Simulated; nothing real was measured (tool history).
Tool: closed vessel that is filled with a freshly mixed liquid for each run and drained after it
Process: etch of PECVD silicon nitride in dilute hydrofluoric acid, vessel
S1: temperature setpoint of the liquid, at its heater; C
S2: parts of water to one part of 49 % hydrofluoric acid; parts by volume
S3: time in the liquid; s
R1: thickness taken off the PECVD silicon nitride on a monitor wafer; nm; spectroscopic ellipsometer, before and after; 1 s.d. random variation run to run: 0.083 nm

run  hour    S1   S2    S3      R1
  1   0.0  20.0  250  2880  15.020
  2   8.2  18.5  250  2880  13.456
  3  15.1  17.0  250  2880  12.186
  4  16.4  19.5  250  2880  14.347
  5  20.7  19.5  250  3085  15.315
  6  27.8  19.0  255  3085  14.729

Predict the results of run 7:
  7  28.9  19.0  260  3085   ?

R1: 14.471 nm
